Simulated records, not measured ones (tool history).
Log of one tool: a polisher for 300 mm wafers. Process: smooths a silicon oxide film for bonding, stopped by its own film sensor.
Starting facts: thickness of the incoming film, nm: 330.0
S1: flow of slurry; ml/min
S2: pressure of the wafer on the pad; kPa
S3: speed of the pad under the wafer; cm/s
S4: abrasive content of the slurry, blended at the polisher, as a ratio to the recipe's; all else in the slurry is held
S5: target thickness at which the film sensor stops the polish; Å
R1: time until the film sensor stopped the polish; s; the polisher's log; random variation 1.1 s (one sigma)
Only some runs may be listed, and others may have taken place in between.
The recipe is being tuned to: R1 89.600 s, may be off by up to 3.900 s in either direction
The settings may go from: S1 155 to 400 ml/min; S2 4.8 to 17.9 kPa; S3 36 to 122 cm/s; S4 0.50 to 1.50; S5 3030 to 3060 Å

| run | hour | S1 | S2 | S3 | S4 | S5 | R1 |
|---|---|---|---|---|---|---|---|
| 1 | 0.0 | 255 | 11.0 | 78 | 1.00 | 3030 | 65.173 |
| 2 | 5.6 | 255 | 11.0 | 78 | 1.00 | 3060 | 55.466 |
| 3 | 8.1 | 255 | 10.3 | 78 | 1.00 | 3060 | 59.988 |
| 4 | 12.5 | 255 | 10.3 | 78 | 0.90 | 3060 | 64.300 |
| 5 | 18.0 | 255 | 9.7 | 78 | 0.90 | 3060 | 67.777 |
| 6 | 20.4 | 290 | 9.7 | 78 | 0.90 | 3060 | 68.820 |
| 7 | 21.5 | 290 | 6.2 | 76 | 0.90 | 3060 | 106.500 |
| 8 | 27.1 | 290 | 6.9 | 76 | 0.90 | 3060 | 97.014 |

Which single option among these 5 for the next run brings every result within its allowed miss of target? Just one does.
| A | 32.7 | 325 | 8.3 | 68 | 0.85 | 3040 | ? |
| B | 32.7 | 280 | 6.9 | 78 | 0.95 | 3030 | ? |
| C | 32.7 | 255 | 6.9 | 82 | 0.90 | 3030 | ? |
| D | 32.7 | 270 | 6.2 | 88 | 0.90 | 3040 | ? |
| E | 32.7 | 280 | 7.6 | 90 | 0.75 | 3060 | ? |

| move | R1 |
|---|---|
| A | 100.350 |
| B | 103.160 |
| C | 104.190 |
| D | 104.220 |
| E | 91.647 |
A: moves away from the targets compared with the last run
B: moves away from the targets compared with the last run
C: moves away from the targets compared with the last run
D: moves away from the targets compared with the last run
E: hits every target within its allowed miss
The right move is E.

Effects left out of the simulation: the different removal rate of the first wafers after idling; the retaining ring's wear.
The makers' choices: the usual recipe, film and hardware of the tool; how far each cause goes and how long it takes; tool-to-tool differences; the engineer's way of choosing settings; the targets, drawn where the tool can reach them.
